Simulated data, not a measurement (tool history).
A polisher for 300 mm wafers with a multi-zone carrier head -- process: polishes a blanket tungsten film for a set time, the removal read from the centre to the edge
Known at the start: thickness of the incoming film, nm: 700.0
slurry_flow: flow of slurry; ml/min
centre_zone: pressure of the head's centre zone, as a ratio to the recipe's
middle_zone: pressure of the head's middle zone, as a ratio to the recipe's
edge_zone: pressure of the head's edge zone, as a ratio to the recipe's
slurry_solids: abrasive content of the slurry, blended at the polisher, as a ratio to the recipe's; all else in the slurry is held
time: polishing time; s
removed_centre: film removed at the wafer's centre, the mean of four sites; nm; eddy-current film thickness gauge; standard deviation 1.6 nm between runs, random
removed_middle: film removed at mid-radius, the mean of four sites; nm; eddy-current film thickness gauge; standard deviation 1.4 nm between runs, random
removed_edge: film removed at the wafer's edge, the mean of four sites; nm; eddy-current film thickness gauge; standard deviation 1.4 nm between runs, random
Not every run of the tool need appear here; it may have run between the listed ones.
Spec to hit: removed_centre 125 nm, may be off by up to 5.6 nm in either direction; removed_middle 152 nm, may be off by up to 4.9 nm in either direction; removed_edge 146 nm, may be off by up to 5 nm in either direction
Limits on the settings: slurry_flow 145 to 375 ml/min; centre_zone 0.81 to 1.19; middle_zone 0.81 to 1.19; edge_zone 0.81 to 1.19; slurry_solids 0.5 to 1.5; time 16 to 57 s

run,hour,slurry_flow,centre_zone,middle_zone,edge_zone,slurry_solids,time,removed_centre,removed_middle,removed_edge
1,0,240,1,1,1,1,36,206.98,211.65,210.71
2,8.6,235,0.97,1,0.98,0.9,35,191.54,203.83,199.13
3,14.6,235,0.97,1,1.04,0.9,35,187.68,206.1,206.52
4,21.7,235,0.97,1,1.04,1.05,35,197.46,210.52,215.92
5,27.7,235,0.97,1,1.07,1.05,35,200.01,209.4,214.28
6,36.2,235,0.97,0.92,1.07,1.05,35,196.97,194.68,217.87
7,41.1,235,0.95,0.93,1.04,0.95,34,182.44,182.01,202.77
8,41.6,230,0.93,0.95,1.01,0.85,33,173.02,177.64,188.73
9,49.2,225,0.91,0.96,1.01,0.8,32,166.82,171.33,179.6
10,53.9,235,0.89,0.98,1.03,0.75,31,152.9,169.69,172.86
11,57,235,0.89,0.98,1.03,0.75,31,153.75,166.83,176.19
12,64.8,235,0.88,0.99,1.02,0.7,30,143.79,166.02,166.85
13,68.2,235,0.87,0.99,1.01,0.65,30,142.31,161.7,165.5
14,72.5,235,0.86,1,1,0.6,30,136.14,157.28,160.88
15,76.4,210,0.83,1.03,0.9,0.55,30,127.09,160.22,148.73
16,84.2,205,0.83,1.02,0.9,0.55,30,128.63,158.43,147.78

5 next moves are on the table. One of them brings every result within its allowed miss. Which?
A,92,200,0.83,1,0.92,0.5,32,?,?,?
B,92,195,0.83,1.11,0.81,0.8,28,?,?,?
C,92,200,0.88,0.95,0.92,0.5,31,?,?,?
D,92,225,0.88,1.05,0.83,0.65,29,?,?,?
E,92,240,0.81,1.01,0.92,0.5,29,?,?,?

move,removed_centre,removed_middle,removed_edge
A,134.66,162.09,155.81
B,127.77,168.05,139.49
C,137.41,150.36,151.04
D,137.2,162.95,142.75
E,122.82,151.9,143.84
A: further off than the last run
B: further off than the last run
C: puts the biggest miss on target and leaves a different result outside tolerance
D: further off than the last run
E: hits every target within its allowed miss
E is the move that brings every result within its allowed miss.
